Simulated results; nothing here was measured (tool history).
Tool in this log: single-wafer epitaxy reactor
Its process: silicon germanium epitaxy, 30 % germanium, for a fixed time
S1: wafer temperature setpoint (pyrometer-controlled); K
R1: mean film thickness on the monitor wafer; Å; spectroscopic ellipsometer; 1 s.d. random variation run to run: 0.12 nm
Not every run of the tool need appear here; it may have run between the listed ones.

Run 1, day 0.000: S1 873.15 K, chamber pressure (Torr) 15.2. Result: R1 497.80 Å.
Run 2, day 0.196: S1 874.15 K, chamber pressure (Torr) 15.2. Result: R1 508.81 Å.
Run 3, day 0.529: S1 864.15 K, chamber pressure (Torr) 15.2. Result: R1 429.84 Å.
Run 4, day 0.721: S1 866.15 K, chamber pressure (Torr) 15.2. Result: R1 444.71 Å.
Run 5, day 0.825: S1 860.15 K, chamber pressure (Torr) 15.2. Result: R1 401.92 Å.
Run 6, day 1.171: S1 865.15 K, chamber pressure (Torr) 15.2. Result: R1 437.25 Å.
Run 7, day 1.283: S1 867.15 K, chamber pressure (Torr) 15.2. Result: R1 452.66 Å.
Run 8, day 1.367: S1 869.15 K, chamber pressure (Torr) 15.2. Result: R1 467.23 Å.
At day 1.604: capacitance manometer re-zeroed and calibrated.
Run 9, day 1.604: S1 871.15 K, chamber pressure (Torr) 15.2. Result: R1 473.60 Å.
Run 10, day 1.938: S1 873.15 K, chamber pressure (Torr) 15.2. Result: R1 487.51 Å.
Run 11, day 2.246: S1 875.15 K, chamber pressure (Torr) 15.2. Result: R1 503.83 Å.
Run 12, day 2.604: S1 876.15 K, chamber pressure (Torr) 15.2. Result: R1 513.37 Å.
Run 13, day 2.683: S1 877.15 K, chamber pressure (Torr) 15.2. Result: R1 520.57 Å.
Run 14, day 2.854: S1 878.15 K, chamber pressure (Torr) 15.2. Result: R1 528.38 Å.
Run 15, day 3.012: S1 879.15 K, chamber pressure (Torr) 15.2. Result: R1 535.93 Å.
Run 16, day 3.208: S1 880.15 K, chamber pressure (Torr) 15.2. Result: R1 544.60 Å.
Run 17, day 3.367: S1 880.15 K, chamber pressure (Torr) 15.2. Result: R1 545.85 Å.

What does the tool deliver on the next run?
Run 18, day 3.475: S1 881.15 K, chamber pressure (Torr) 15.2. Result: R1 ?.

R1: 556.21 Å
